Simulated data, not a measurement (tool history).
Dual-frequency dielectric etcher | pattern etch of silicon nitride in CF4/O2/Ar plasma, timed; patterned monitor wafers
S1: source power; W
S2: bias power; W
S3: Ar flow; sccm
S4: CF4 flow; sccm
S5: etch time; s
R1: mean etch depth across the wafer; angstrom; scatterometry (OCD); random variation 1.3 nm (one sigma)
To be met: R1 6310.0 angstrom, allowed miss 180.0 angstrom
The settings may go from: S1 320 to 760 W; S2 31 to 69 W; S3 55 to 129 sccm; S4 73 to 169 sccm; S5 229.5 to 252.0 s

Run 1, hour 0.0: S1 540 W, S2 50 W, S3 92 sccm, S4 121 sccm, S5 252.0 s. Result: R1 5072.9 angstrom.
Run 2, hour 6.0: S1 540 W, S2 50 W, S3 92 sccm, S4 132 sccm, S5 252.0 s. Result: R1 5135.1 angstrom.
Run 3, hour 11.8: S1 600 W, S2 50 W, S3 92 sccm, S4 132 sccm, S5 252.0 s. Result: R1 5754.9 angstrom.
Run 4, hour 15.7: S1 610 W, S2 50 W, S3 92 sccm, S4 132 sccm, S5 252.0 s. Result: R1 5850.2 angstrom.
Run 5, hour 24.4: S1 610 W, S2 50 W, S3 83 sccm, S4 132 sccm, S5 252.0 s. Result: R1 5868.9 angstrom.
Run 6, hour 29.2: S1 610 W, S2 50 W, S3 83 sccm, S4 118 sccm, S5 252.0 s. Result: R1 5810.4 angstrom.
Run 7, hour 35.8: S1 620 W, S2 50 W, S3 83 sccm, S4 118 sccm, S5 252.0 s. Result: R1 5898.9 angstrom.
Run 8, hour 44.2: S1 630 W, S2 50 W, S3 83 sccm, S4 118 sccm, S5 252.0 s. Result: R1 5997.8 angstrom.
Run 9, hour 47.6: S1 640 W, S2 50 W, S3 83 sccm, S4 118 sccm, S5 252.0 s. Result: R1 6101.0 angstrom.

5 next moves are on the table. One of them brings every result within its allowed miss. Which?
Run A, hour 51.0: S1 620 W, S2 46 W, S3 84 sccm, S4 137 sccm, S5 252.0 s. Result: R1 ?.
Run B, hour 51.0: S1 660 W, S2 46 W, S3 87 sccm, S4 115 sccm, S5 242.5 s. Result: R1 ?.
Run C, hour 51.0: S1 650 W, S2 52 W, S3 81 sccm, S4 110 sccm, S5 252.0 s. Result: R1 ?.
Run D, hour 51.0: S1 640 W, S2 48 W, S3 71 sccm, S4 164 sccm, S5 233.5 s. Result: R1 ?.
Run E, hour 51.0: S1 650 W, S2 51 W, S3 88 sccm, S4 126 sccm, S5 237.5 s. Result: R1 ?.

move      R1
   A  5832.1
   B  5841.5
   C  6244.3
   D  5842.1
   E  5902.1
A: further off than the last run
B: further off than the last run
C: meets every target
D: further off than the last run
E: further off than the last run
The right move is C.

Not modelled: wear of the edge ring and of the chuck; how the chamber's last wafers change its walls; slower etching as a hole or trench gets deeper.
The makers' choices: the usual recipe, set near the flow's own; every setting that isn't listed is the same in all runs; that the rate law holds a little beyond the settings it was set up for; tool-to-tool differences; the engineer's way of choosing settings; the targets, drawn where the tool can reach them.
